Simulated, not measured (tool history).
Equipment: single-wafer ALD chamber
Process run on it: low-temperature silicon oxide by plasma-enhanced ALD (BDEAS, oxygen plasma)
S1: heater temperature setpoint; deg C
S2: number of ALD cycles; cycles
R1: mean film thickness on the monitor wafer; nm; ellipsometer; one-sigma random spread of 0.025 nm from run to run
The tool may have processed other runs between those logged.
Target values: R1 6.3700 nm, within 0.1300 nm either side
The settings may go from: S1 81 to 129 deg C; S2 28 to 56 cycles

{"run": 1, "hour": 0.0, "S1": 105, "S2": 42, "R1": 5.817}
{"run": 2, "hour": 7.9, "S1": 99, "S2": 42, "R1": 5.8649}
{"run": 3, "hour": 12.8, "S1": 99, "S2": 43, "R1": 6.0147}
{"run": 4, "hour": 20.5, "S1": 104, "S2": 43, "R1": 5.9343}
{"run": 5, "hour": 23.6, "S1": 104, "S2": 49, "R1": 6.7721}
{"run": 6, "hour": 24.2, "S1": 96, "S2": 49, "R1": 6.9445}
{"run": 7, "hour": 27.2, "S1": 99, "S2": 48, "R1": 6.7329}
{"run": 8, "hour": 29.3, "S1": 101, "S2": 48, "R1": 6.6976}
{"run": 9, "hour": 34.9, "S1": 102, "S2": 48, "R1": 6.664}

Exercise: of the 5 proposed moves below, exactly one satisfies all targets within the stated allowed misses. Which move is it?
{"run": "A", "hour": 40.5, "S1": 95, "S2": 47, "R1": "?"}
{"run": "B", "hour": 40.5, "S1": 107, "S2": 48, "R1": "?"}
{"run": "C", "hour": 40.5, "S1": 97, "S2": 48, "R1": "?"}
{"run": "D", "hour": 40.5, "S1": 97, "S2": 45, "R1": "?"}
{"run": "E", "hour": 40.5, "S1": 111, "S2": 50, "R1": "?"}

move=A R1=6.6600
move=B R1=6.6277
move=C R1=6.7590
move=D R1=6.3366
move=E R1=6.8595
A: roughly where the last run was
B: closer than the last run, but not yet in spec
C: moves away from the targets compared with the last run
D: meets every target
E: moves away from the targets compared with the last run
The move that meets every target is D.
